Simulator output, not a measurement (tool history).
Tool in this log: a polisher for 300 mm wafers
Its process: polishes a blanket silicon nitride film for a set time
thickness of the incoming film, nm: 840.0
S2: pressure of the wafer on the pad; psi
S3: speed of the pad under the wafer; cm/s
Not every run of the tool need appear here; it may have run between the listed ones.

{"run": 1, "hour": 0.0, "flow of slurry (ml/min)": 315, "S2": 3.7, "S3": 104, "polishing time (s)": 41, "film removed (angstrom)": 947.53}
{"run": 2, "hour": 2.8, "flow of slurry (ml/min)": 320, "S2": 3.9, "S3": 104, "polishing time (s)": 41, "film removed (angstrom)": 992.39}
{"run": 3, "hour": 11.3, "flow of slurry (ml/min)": 320, "S2": 4.1, "S3": 104, "polishing time (s)": 41, "film removed (angstrom)": 1046}
{"run": 4, "hour": 15.2, "flow of slurry (ml/min)": 370, "S2": 4.1, "S3": 104, "polishing time (s)": 41, "film removed (angstrom)": 1053.8}
{"run": 5, "hour": 20.6, "flow of slurry (ml/min)": 370, "S2": 4.1, "S3": 88, "polishing time (s)": 41, "film removed (angstrom)": 942.92}
{"run": 6, "hour": 28.0, "flow of slurry (ml/min)": 370, "S2": 4.3, "S3": 88, "polishing time (s)": 41, "film removed (angstrom)": 968.38}
{"run": 7, "hour": 36.4, "flow of slurry (ml/min)": 370, "S2": 4.5, "S3": 88, "polishing time (s)": 41, "film removed (angstrom)": 1014.2}
{"run": 8, "hour": 40.3, "flow of slurry (ml/min)": 370, "S2": 4.7, "S3": 88, "polishing time (s)": 41, "film removed (angstrom)": 1056.4}

Forecast run 9:
{"run": 9, "hour": 42.2, "flow of slurry (ml/min)": 380, "S2": 5.3, "S3": 88, "polishing time (s)": 41, "film removed (angstrom)": "?"}

Run 9 produced film removed (angstrom) 1163.7.
